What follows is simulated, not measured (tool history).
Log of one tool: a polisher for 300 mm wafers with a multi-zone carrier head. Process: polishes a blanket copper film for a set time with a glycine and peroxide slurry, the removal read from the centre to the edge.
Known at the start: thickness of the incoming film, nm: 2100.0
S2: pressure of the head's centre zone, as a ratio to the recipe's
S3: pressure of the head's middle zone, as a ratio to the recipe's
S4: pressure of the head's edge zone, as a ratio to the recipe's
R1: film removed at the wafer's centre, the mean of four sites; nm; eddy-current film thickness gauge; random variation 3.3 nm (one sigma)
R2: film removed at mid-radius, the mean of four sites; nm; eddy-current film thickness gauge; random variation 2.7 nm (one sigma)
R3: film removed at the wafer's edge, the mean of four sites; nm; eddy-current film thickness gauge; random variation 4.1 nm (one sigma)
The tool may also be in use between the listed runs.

run 1 hour=0.0 | flow_of_slurry_(ml/min)=155 S2=1.00 S3=1.00 S4=1.00 polishing_time_(s)=63 | R1=462.03 R2=462.76 R3=475.22
run 2 hour=3.8 | flow_of_slurry_(ml/min)=170 S2=1.00 S3=1.00 S4=1.00 polishing_time_(s)=63 | R1=476.43 R2=471.85 R3=476.84
run 3 hour=8.3 | flow_of_slurry_(ml/min)=170 S2=1.00 S3=1.03 S4=1.00 polishing_time_(s)=63 | R1=469.67 R2=482.25 R3=479.02
run 4 hour=10.3 | flow_of_slurry_(ml/min)=165 S2=1.01 S3=1.01 S4=1.01 polishing_time_(s)=63 | R1=475.39 R2=475.00 R3=480.28
run 5 hour=11.1 | flow_of_slurry_(ml/min)=165 S2=1.01 S3=1.01 S4=1.06 polishing_time_(s)=63 | R1=476.50 R2=475.20 R3=489.00
run 6 hour=14.3 | flow_of_slurry_(ml/min)=165 S2=1.01 S3=1.01 S4=1.01 polishing_time_(s)=63 | R1=469.17 R2=476.65 R3=484.66
run 7 hour=22.2 | flow_of_slurry_(ml/min)=165 S2=1.02 S3=0.98 S4=0.99 polishing_time_(s)=63 | R1=480.66 R2=456.48 R3=482.56

Run 8 comes next. What will it give?
run 8 hour=25.2 | flow_of_slurry_(ml/min)=165 S2=1.03 S3=0.97 S4=0.98 polishing_time_(s)=63 | R1=? R2=? R3=?

Run 8 gave R1 475.65 nm, R2 459.31 nm, R3 482.52 nm.
